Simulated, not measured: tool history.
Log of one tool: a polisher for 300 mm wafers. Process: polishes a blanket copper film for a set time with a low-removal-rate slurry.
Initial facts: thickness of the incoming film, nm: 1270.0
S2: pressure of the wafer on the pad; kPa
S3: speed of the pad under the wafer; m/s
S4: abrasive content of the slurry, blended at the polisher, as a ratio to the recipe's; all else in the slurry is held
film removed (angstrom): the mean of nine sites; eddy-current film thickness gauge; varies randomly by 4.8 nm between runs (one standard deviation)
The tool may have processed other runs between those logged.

run 1 day=0.000 | flow_of_slurry_(ml/min)=285 S2=15.2 S3=1.14 S4=1.00 polishing_time_(s)=100 | film_removed_(angstrom)=2805.5
run 2 day=0.350 | flow_of_slurry_(ml/min)=285 S2=15.9 S3=1.14 S4=1.00 polishing_time_(s)=100 | film_removed_(angstrom)=2968.5
run 3 day=0.383 | flow_of_slurry_(ml/min)=285 S2=15.9 S3=1.14 S4=0.85 polishing_time_(s)=100 | film_removed_(angstrom)=2892.9
run 4 day=0.492 | flow_of_slurry_(ml/min)=285 S2=17.9 S3=1.14 S4=0.85 polishing_time_(s)=100 | film_removed_(angstrom)=3226.1
run 5 day=0.517 | flow_of_slurry_(ml/min)=285 S2=17.9 S3=1.26 S4=0.85 polishing_time_(s)=100 | film_removed_(angstrom)=3438.8
run 6 day=0.779 | flow_of_slurry_(ml/min)=285 S2=17.9 S3=1.26 S4=0.95 polishing_time_(s)=100 | film_removed_(angstrom)=3571.5
run 7 day=0.950 | flow_of_slurry_(ml/min)=285 S2=18.6 S3=1.26 S4=0.95 polishing_time_(s)=100 | film_removed_(angstrom)=3658.0

Expected results for the next run?
run 8 day=1.233 | flow_of_slurry_(ml/min)=285 S2=18.6 S3=1.26 S4=0.95 polishing_time_(s)=100 | film_removed_(angstrom)=?

film removed (angstrom): 3608.5
